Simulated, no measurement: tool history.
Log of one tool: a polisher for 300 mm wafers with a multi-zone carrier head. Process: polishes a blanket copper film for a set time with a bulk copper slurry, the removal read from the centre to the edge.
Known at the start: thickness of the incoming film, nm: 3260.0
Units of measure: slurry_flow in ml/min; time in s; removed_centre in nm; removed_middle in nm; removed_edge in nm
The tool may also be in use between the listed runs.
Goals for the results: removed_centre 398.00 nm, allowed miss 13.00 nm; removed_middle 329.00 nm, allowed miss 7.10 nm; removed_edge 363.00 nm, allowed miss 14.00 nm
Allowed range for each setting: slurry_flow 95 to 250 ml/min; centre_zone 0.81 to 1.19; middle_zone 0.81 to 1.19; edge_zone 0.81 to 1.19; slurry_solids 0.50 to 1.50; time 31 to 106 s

run,hour,slurry_flow,centre_zone,middle_zone,edge_zone,slurry_solids,time,removed_centre,removed_middle,removed_edge
1,0.0,160,1.00,1.00,1.00,1.00,68,510.66,506.15,506.52
2,1.5,150,1.01,0.96,0.97,0.90,66,474.63,456.79,460.93
3,10.3,140,1.02,0.93,0.96,0.80,65,460.33,423.53,438.38
4,11.9,140,1.02,0.93,0.96,0.80,55,378.50,355.70,367.80
5,16.5,135,1.04,0.92,0.96,0.80,55,380.22,353.60,366.88
6,17.2,135,1.04,0.92,0.96,0.90,55,390.55,369.78,379.17
7,25.1,100,1.11,0.82,0.93,0.85,55,394.91,315.15,358.17
8,33.6,105,1.11,0.83,0.93,0.85,55,397.89,321.80,367.46
9,38.5,105,1.11,0.83,0.92,0.85,55,393.62,319.09,360.45
10,45.3,110,1.11,0.83,0.92,0.85,55,390.39,319.58,368.38

Which single option among these 4 for the next run brings every result within its allowed miss of target? Just one does.
A,52.1,105,1.12,0.81,0.92,0.85,54,?,?,?
B,52.1,190,1.14,0.81,1.00,1.10,47,?,?,?
C,52.1,155,1.07,0.82,0.81,1.00,52,?,?,?
D,52.1,125,1.00,0.87,0.82,1.35,49,?,?,?

move,removed_centre,removed_middle,removed_edge
A,399.22,306.85,355.94
B,405.01,304.20,353.81
C,407.04,325.12,355.83
D,378.34,334.85,352.56
A: lands further from the targets than the last run did
B: lands further from the targets than the last run did
C: all results in spec
D: gets the furthest-off result to its target, but another result is out of tolerance
C is the move that brings every result within its allowed miss.
